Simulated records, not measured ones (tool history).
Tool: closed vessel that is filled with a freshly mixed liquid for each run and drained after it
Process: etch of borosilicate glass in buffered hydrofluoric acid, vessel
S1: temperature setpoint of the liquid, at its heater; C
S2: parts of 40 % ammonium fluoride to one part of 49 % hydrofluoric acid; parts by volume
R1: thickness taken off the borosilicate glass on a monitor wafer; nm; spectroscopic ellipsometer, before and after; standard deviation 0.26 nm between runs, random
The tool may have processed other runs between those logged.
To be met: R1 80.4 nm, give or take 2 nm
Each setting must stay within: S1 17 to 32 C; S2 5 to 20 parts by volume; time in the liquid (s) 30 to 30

run 1 hour=0 | S1=24 S2=12 time_in_the_liquid_(s)=30 | R1=31.204
run 2 hour=2.4 | S1=24 S2=10 time_in_the_liquid_(s)=30 | R1=37.183
run 3 hour=3.4 | S1=24 S2=10 time_in_the_liquid_(s)=30 | R1=37.14
run 4 hour=6.5 | S1=20.5 S2=10 time_in_the_liquid_(s)=30 | R1=30.837
run 5 hour=11.2 | S1=20.5 S2=11.5 time_in_the_liquid_(s)=30 | R1=26.751
run 6 hour=16.6 | S1=20.5 S2=11.5 time_in_the_liquid_(s)=30 | R1=26.698
run 7 hour=23.5 | S1=20.5 S2=11.5 time_in_the_liquid_(s)=30 | R1=26.762
run 8 hour=24.8 | S1=23 S2=10.5 time_in_the_liquid_(s)=30 | R1=33.5
run 9 hour=27.5 | S1=27 S2=6.5 time_in_the_liquid_(s)=30 | R1=65.69
run 10 hour=35.6 | S1=27.5 S2=6.5 time_in_the_liquid_(s)=30 | R1=67.56
run 11 hour=42.7 | S1=28 S2=6.5 time_in_the_liquid_(s)=30 | R1=69.126
run 12 hour=45 | S1=31.5 S2=6.5 time_in_the_liquid_(s)=30 | R1=82.765
run 13 hour=47.9 | S1=31.5 S2=6.5 time_in_the_liquid_(s)=30 | R1=82.752

Next run, 4 choices. One meets every target within its allowed miss, the rest don't. Which?
run A hour=50.8 | S1=29.5 S2=6 time_in_the_liquid_(s)=30 | R1=?
run B hour=50.8 | S1=29.5 S2=5.5 time_in_the_liquid_(s)=30 | R1=?
run C hour=50.8 | S1=32 S2=6.5 time_in_the_liquid_(s)=30 | R1=?
run D hour=50.8 | S1=31.5 S2=6 time_in_the_liquid_(s)=30 | R1=?

move=A R1=80.364
move=B R1=86.765
move=C R1=85.013
move=D R1=89.009
A: all results in spec
B: further off than the last run
C: further off than the last run
D: further off than the last run
A is the move that brings every result within its allowed miss.

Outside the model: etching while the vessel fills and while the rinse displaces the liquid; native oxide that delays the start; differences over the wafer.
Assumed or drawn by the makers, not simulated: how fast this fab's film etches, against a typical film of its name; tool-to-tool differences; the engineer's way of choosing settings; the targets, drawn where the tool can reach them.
